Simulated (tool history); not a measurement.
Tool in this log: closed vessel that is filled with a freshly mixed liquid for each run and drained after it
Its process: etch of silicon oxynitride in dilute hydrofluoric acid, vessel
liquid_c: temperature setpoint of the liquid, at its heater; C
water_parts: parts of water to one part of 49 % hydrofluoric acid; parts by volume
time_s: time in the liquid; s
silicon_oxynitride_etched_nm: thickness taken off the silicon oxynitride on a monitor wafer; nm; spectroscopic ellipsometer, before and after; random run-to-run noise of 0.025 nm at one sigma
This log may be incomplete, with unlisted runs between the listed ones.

run	hour	liquid_c	water_parts	time_s	silicon_oxynitride_etched_nm
1	0	21	235	160	2.338
2	3.5	21	235	110	1.6166
3	12.9	21	165	110	2.4213
4	21.7	21	240	110	1.5928
5	27.9	23.5	240	110	1.7714
6	31.3	24	225	110	1.961
7	33.9	24.5	210	110	2.133
8	38.3	28.5	130	110	4.466

Run 9 comes next. What will it give?
9	44	28	130	110	?

silicon_oxynitride_etched_nm: 4.3281 nm

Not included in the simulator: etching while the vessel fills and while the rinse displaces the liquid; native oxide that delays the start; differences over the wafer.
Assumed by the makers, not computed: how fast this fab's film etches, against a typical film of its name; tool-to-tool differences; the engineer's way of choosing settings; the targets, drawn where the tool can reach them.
